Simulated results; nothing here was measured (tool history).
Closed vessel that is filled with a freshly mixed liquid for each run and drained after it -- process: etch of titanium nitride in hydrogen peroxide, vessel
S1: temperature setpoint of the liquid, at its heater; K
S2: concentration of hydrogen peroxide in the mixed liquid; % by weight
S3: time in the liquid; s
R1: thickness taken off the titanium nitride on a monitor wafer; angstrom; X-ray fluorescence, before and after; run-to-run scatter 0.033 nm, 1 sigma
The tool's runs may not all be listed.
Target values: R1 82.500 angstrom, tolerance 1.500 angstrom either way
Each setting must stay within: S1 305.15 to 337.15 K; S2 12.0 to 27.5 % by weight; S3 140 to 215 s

run,hour,S1,S2,S3,R1
1,0.0,321.15,18.5,215,61.027
2,8.7,316.15,18.5,215,41.853
3,13.0,311.15,18.5,215,28.348
4,20.0,314.65,18.5,215,37.350
5,21.3,318.65,18.5,215,50.540
6,28.1,318.65,18.5,215,50.274
7,31.6,320.15,18.5,215,56.485
# hour 38.3: thermometer replaced
8,38.3,326.15,18.5,215,100.940
9,39.8,325.65,18.5,215,98.103
10,43.8,322.65,18.5,215,78.415

Next run, 4 choices. One meets every target within its allowed miss, the rest don't. Which?
A,47.8,322.15,16.5,215,?
B,47.8,325.15,18.5,190,?
C,47.8,323.65,17.0,200,?
D,47.8,323.65,18.5,190,?

move,R1
A,73.599
B,82.711
C,76.796
D,74.280
A: lands further from the targets than the last run did
B: each result inside its tolerance
C: lands further from the targets than the last run did
D: lands further from the targets than the last run did
B is the move that brings every result within its allowed miss.
